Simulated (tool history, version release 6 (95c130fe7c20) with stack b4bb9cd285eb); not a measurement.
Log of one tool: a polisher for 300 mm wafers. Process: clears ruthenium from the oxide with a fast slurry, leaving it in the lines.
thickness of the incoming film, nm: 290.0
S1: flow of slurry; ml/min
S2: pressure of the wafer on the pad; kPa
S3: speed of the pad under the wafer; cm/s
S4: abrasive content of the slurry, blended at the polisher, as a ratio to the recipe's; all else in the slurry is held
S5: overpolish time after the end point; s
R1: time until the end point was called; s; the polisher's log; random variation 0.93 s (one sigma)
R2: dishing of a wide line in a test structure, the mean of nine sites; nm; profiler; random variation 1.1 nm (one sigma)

{"run": 1, "hour": 0.0, "S1": 280, "S2": 18.6, "S3": 110, "S4": 1.0, "S5": 14, "R1": 72.55, "R2": 46.314}
{"run": 2, "hour": 3.9, "S1": 280, "S2": 21.4, "S3": 110, "S4": 1.0, "S5": 14, "R1": 65.405, "R2": 50.219}
{"run": 3, "hour": 6.9, "S1": 280, "S2": 22.1, "S3": 110, "S4": 1.0, "S5": 14, "R1": 61.656, "R2": 54.632}
{"run": 4, "hour": 14.7, "S1": 280, "S2": 22.8, "S3": 110, "S4": 1.0, "S5": 14, "R1": 59.489, "R2": 56.266}
{"run": 5, "hour": 22.0, "S1": 280, "S2": 23.4, "S3": 110, "S4": 1.0, "S5": 14, "R1": 59.643, "R2": 54.689}
{"run": 6, "hour": 28.0, "S1": 320, "S2": 23.4, "S3": 110, "S4": 1.0, "S5": 14, "R1": 60.014, "R2": 58.072}
{"run": 7, "hour": 31.5, "S1": 315, "S2": 24.1, "S3": 110, "S4": 1.0, "S5": 14, "R1": 57.056, "R2": 56.85}

The next listed run, before its measurement:
{"run": 8, "hour": 34.0, "S1": 315, "S2": 24.8, "S3": 110, "S4": 1.0, "S5": 14, "R1": "?", "R2": "?"}

R1: 54.849 s
R2: 58.012 nm

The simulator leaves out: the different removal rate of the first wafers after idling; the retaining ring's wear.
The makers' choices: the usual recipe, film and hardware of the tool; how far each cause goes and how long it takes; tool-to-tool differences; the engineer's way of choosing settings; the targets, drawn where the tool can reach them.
